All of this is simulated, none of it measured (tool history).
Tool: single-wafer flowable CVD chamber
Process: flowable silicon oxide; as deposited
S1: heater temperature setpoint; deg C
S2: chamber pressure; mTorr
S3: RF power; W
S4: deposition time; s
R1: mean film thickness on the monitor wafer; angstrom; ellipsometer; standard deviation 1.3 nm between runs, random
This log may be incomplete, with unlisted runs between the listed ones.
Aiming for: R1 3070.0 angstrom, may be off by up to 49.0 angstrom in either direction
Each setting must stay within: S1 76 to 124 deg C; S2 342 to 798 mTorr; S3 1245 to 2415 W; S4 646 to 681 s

run	day	S1	S2	S3	S4	R1
1	0.000	100	570	1830	681	2304.0
2	0.317	100	570	1725	681	2271.4
3	0.396	100	484	1725	681	1933.8
4	0.467	100	484	1490	681	1870.9
5	0.650	100	484	1605	681	1914.0
6	0.862	100	484	1605	681	1919.4
# day 0.888: thermocouple changed; heater temperature recalibrated
7	0.888	96	484	1605	681	2569.5
8	1.154	95	484	1605	681	2668.4
9	1.404	94	484	1605	681	2767.2

Which one of the following 5 next-run settings gets every result inside its allowed miss? There is exactly one.
A	1.654	104	790	1985	652	?
B	1.654	85	408	1470	681	?
C	1.654	95	463	1660	679	?
D	1.654	93	449	1390	681	?
E	1.654	93	429	1625	681	?

move	R1
A	3084.9
B	3172.3
C	2575.1
D	2567.2
E	2584.5
A: hits every target within its allowed miss
B: the result that was furthest off in the last run now lies on the other side of its target
C: its largest miss is bigger than the last run's
D: its largest miss is bigger than the last run's
E: its largest miss is bigger than the last run's
The move that meets every target is A.

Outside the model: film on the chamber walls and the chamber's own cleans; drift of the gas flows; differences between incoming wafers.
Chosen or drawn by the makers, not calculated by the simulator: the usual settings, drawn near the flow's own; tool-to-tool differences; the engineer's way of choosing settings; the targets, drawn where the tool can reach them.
